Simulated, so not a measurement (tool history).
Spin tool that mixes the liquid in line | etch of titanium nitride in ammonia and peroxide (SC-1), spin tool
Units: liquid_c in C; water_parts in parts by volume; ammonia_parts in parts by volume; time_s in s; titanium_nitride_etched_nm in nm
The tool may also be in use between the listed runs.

run 1 hour=0.0 | liquid_c=56.0 water_parts=20.5 ammonia_parts=0.7 time_s=325 | titanium_nitride_etched_nm=27.794
run 2 hour=8.4 | liquid_c=54.0 water_parts=20.5 ammonia_parts=0.7 time_s=325 | titanium_nitride_etched_nm=24.221
run 3 hour=9.9 | liquid_c=54.0 water_parts=20.5 ammonia_parts=0.7 time_s=350 | titanium_nitride_etched_nm=26.392
run 4 hour=16.1 | liquid_c=52.0 water_parts=20.5 ammonia_parts=0.7 time_s=350 | titanium_nitride_etched_nm=22.619
run 5 hour=23.5 | liquid_c=50.5 water_parts=20.5 ammonia_parts=0.7 time_s=350 | titanium_nitride_etched_nm=20.442
run 6 hour=31.0 | liquid_c=50.5 water_parts=20.5 ammonia_parts=0.7 time_s=325 | titanium_nitride_etched_nm=19.021
run 7 hour=38.2 | liquid_c=49.5 water_parts=20.5 ammonia_parts=0.7 time_s=325 | titanium_nitride_etched_nm=17.855

The next listed run, before its measurement:
run 8 hour=43.8 | liquid_c=48.5 water_parts=20.5 ammonia_parts=0.7 time_s=325 | titanium_nitride_etched_nm=?

{"run 8": {"titanium_nitride_etched_nm": 16.862}}

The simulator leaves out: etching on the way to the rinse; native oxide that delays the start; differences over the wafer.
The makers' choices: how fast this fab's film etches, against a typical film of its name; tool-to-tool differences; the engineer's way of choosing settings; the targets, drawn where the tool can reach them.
